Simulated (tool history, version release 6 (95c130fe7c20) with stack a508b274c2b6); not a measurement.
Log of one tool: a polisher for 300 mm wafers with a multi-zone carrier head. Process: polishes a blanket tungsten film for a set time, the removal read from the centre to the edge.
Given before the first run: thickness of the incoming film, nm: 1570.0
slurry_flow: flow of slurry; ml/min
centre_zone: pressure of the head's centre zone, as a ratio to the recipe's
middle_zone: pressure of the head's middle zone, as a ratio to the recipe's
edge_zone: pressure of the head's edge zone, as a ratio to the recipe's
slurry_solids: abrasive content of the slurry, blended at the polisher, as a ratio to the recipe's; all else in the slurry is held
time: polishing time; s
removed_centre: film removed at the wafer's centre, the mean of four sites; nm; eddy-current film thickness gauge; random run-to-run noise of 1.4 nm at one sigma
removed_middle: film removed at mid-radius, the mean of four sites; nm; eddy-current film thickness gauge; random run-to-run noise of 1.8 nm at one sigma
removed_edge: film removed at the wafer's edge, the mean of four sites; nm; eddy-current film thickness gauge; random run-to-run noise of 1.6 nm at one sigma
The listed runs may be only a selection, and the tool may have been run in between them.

| run | day | slurry_flow | centre_zone | middle_zone | edge_zone | slurry_solids | time | removed_centre | removed_middle | removed_edge |
|---|---|---|---|---|---|---|---|---|---|---|
| 1 | 0 | 290 | 1 | 1 | 1 | 1 | 75 | 239.31 | 235.73 | 239.09 |
| 2 | 0.254 | 285 | 0.99 | 0.98 | 0.98 | 0.95 | 75 | 231.98 | 228.91 | 233.08 |
| 3 | 0.483 | 330 | 0.99 | 0.98 | 0.98 | 0.95 | 75 | 236.92 | 234.41 | 236.5 |
| 4 | 0.767 | 295 | 0.99 | 0.98 | 0.98 | 0.95 | 75 | 229.68 | 229.33 | 235.6 |
| 5 | 1.071 | 295 | 1.07 | 0.98 | 0.98 | 0.95 | 75 | 244.48 | 226.56 | 230.28 |
| 6 | 1.308 | 295 | 1.07 | 0.98 | 0.98 | 0.95 | 61 | 200.3 | 183.66 | 192.11 |

For run 7, what comes out?
| 7 | 1.354 | 295 | 1.06 | 0.98 | 0.99 | 0.95 | 61 | ? | ? | ? |

removed_centre: 199.53 nm
removed_middle: 186.95 nm
removed_edge: 192.38 nm

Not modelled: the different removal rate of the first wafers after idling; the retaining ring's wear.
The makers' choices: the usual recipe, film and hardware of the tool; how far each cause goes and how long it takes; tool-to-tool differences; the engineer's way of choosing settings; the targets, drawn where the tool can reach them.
